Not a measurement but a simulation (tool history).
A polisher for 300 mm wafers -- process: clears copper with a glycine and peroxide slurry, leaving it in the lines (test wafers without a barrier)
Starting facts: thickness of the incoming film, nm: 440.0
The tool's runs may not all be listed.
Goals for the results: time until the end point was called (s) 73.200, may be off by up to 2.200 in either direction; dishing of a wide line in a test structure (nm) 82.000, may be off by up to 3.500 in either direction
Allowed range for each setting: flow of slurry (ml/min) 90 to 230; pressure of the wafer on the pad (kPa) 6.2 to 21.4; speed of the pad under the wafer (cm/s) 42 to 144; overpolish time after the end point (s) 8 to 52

run  hour  flow of slurry (ml/min)  pressure of the wafer on the pad (kPa)  speed of the pad under the wafer (cm/s)  overpolish time after the end point (s)  time until the end point was called (s)  dishing of a wide line in a test structure (nm)
  1   0.0                      150                                    13.8                                       92                                       26                                  113.510                                           62.523
  2   8.3                      160                                    15.9                                       92                                       25                                  102.140                                           66.845
  3  14.4                      160                                    14.5                                       92                                       25                                  108.060                                           62.008
  4  19.7                      170                                    16.5                                       94                                       24                                   97.993                                           66.575
  5  27.1                      170                                    16.5                                       94                                       34                                   96.155                                           84.171
  6  33.7                      140                                    16.5                                       94                                       34                                   99.891                                           81.801
  7  40.1                      180                                    20.7                                       98                                       24                                   77.953                                           77.065
  8  46.2                      185                                    20.7                                       98                                       24                                   78.931                                           79.554
  9  46.7                      190                                    20.7                                      100                                       24                                   75.504                                           78.351

Which of these 4 next moves meets every target?
  A  47.2                      205                                    21.4                                      102                                       20                                        ?                                                ?
  B  47.2                      180                                    20.7                                      106                                       25                                        ?                                                ?
  C  47.2                      180                                    20.7                                       98                                       27                                        ?                                                ?
  D  47.2                      230                                    20.0                                      108                                       20                                        ?                                                ?

move  time until the end point was called (s)  dishing of a wide line in a test structure (nm)
   A                                   72.035                                           70.430
   B                                   72.720                                           80.710
   C                                   77.629                                           81.673
   D                                   71.359                                           70.559
A: puts the biggest miss on target and leaves a different result outside tolerance
B: every result within its allowed miss
C: misses by more than the last run did
D: puts the biggest miss on target and leaves a different result outside tolerance
Move B is the one to make.
